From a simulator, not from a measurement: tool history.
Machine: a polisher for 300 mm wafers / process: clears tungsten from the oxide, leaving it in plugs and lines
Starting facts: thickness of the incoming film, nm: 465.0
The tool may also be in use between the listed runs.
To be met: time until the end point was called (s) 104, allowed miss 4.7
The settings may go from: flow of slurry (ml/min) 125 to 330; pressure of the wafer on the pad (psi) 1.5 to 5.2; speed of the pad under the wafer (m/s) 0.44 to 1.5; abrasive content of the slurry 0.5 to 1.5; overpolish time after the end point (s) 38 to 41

run,hour,flow of slurry (ml/min),pressure of the wafer on the pad (psi),speed of the pad under the wafer (m/s),abrasive content of the slurry,overpolish time after the end point (s),time until the end point was called (s)
1,0,210,3.3,0.96,1,38,131.81
2,2.6,210,2.4,0.96,1,38,178.61
3,9.2,210,2.4,0.96,1,38,181.6
4,15.4,210,2.4,0.96,1,38,176.91
5,16.2,210,2.7,0.96,1,38,159.72
6,18.7,210,2.9,0.96,1,38,151.75
7,25.8,210,3.9,1,1,38,110.75
8,28.9,210,4,1,1,38,108.81

Consider the 4 candidate settings below. Which is the only one whose results all fall within their allowed miss of target?
A,32,190,4,1.04,1.05,38,?
B,32,190,5.2,0.9,1.2,38,?
C,32,215,4.3,1.1,1,38,?
D,32,200,4.9,0.98,0.95,38,?

move,time until the end point was called (s)
A,105.53
B,91.374
C,93.458
D,94.32
A: all results in spec
B: the result that was furthest off in the last run now lies on the other side of its target
C: the result that was furthest off in the last run now lies on the other side of its target
D: the result that was furthest off in the last run now lies on the other side of its target
The right move is A.

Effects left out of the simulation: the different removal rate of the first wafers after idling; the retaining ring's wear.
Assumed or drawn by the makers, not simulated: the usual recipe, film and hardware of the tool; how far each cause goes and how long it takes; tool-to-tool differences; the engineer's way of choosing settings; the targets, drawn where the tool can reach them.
